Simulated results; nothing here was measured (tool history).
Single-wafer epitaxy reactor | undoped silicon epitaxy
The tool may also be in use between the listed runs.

run  hour  wafer temperature setpoint (pyrometer-controlled) (°C)  deposition time (s)  mean film thickness on the monitor wafer (nm)
  1     0                                                     645                  297                                         46.598
  2   6.8                                                     645                  328                                         51.494
  3  13.9                                                     645                  313                                         49.028
  4  18.6                                                     643                  313                                         46.895
  5  24.8                                                     641                  313                                         44.594
  6  31.8                                                     639                  313                                         42.369
  7  33.3                                                     638                  313                                         41.072
  8  41.2                                                     638                  313                                         41.141
  9  43.2                                                     637                  313                                         40.285

Forecast run 10:
     51.7  -- pyrometer calibrated
 10  51.7                                                     636                  313                                              ?

{"run 10": {"mean film thickness on the monitor wafer (nm)": 36.664}}

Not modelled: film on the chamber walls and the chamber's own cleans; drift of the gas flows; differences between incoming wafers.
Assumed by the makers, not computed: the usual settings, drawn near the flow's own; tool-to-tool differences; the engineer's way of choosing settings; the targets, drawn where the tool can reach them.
